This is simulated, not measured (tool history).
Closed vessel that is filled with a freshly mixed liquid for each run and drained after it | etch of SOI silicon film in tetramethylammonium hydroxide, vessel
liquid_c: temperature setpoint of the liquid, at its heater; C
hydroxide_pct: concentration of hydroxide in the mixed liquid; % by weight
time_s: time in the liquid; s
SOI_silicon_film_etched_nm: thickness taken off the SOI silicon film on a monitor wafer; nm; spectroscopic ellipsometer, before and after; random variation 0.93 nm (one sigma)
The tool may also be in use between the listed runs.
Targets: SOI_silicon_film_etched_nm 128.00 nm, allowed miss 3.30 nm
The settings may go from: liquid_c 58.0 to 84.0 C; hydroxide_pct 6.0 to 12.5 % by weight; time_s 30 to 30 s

run    day  liquid_c  hydroxide_pct  time_s  SOI_silicon_film_etched_nm
  1  0.000      71.0            8.5      30                      260.39
  2  0.271      71.0            7.0      30                      278.62
  3  0.496      68.0            7.0      30                      233.51
  4  0.550      65.5            7.0      30                      198.34
  5  0.654      64.0            7.0      30                      180.42
  6  0.879      64.0            6.0      30                      187.88
  7  1.233      62.5            6.0      30                      171.42
  8  1.442      62.5            6.0      30                      169.92

Which of these 5 next moves meets every target?
  A  1.650      66.5            6.0      30                           ?
  B  1.650      65.0            7.0      30                           ?
  C  1.650      58.5            7.0      30                           ?
  D  1.650      67.0            6.5      30                           ?
  E  1.650      64.0            6.5      30                           ?

move  SOI_silicon_film_etched_nm
   A                      218.01
   B                      192.01
   C                      128.54
   D                      220.58
   E                      184.09
A: further off than the last run
B: further off than the last run
C: meets every target
D: further off than the last run
E: further off than the last run
The right move is C.
